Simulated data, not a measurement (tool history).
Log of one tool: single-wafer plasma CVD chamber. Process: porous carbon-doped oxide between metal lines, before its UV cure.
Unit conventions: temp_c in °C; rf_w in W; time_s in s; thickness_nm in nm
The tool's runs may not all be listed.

run 1 hour=0 | temp_c=325 rf_w=625 time_s=32.5 | thickness_nm=184.07
run 2 hour=6.4 | temp_c=320 rf_w=625 time_s=32.5 | thickness_nm=188.93
run 3 hour=9 | temp_c=320 rf_w=625 time_s=32.5 | thickness_nm=188.82
run 4 hour=9.8 | temp_c=327 rf_w=625 time_s=32.5 | thickness_nm=182.95
run 5 hour=14.6 | temp_c=332 rf_w=590 time_s=32.5 | thickness_nm=170.85
run 6 hour=19.5 | temp_c=338 rf_w=590 time_s=32.5 | thickness_nm=165.12
run 7 hour=24.5 | temp_c=341 rf_w=575 time_s=32.5 | thickness_nm=160.52
run 8 hour=31.4 | temp_c=343 rf_w=565 time_s=32.5 | thickness_nm=155.98

The next listed run, before its measurement:
run 9 hour=32.5 | temp_c=344 rf_w=560 time_s=32.5 | thickness_nm=?

Run 9 measured thickness_nm 155.28 nm.

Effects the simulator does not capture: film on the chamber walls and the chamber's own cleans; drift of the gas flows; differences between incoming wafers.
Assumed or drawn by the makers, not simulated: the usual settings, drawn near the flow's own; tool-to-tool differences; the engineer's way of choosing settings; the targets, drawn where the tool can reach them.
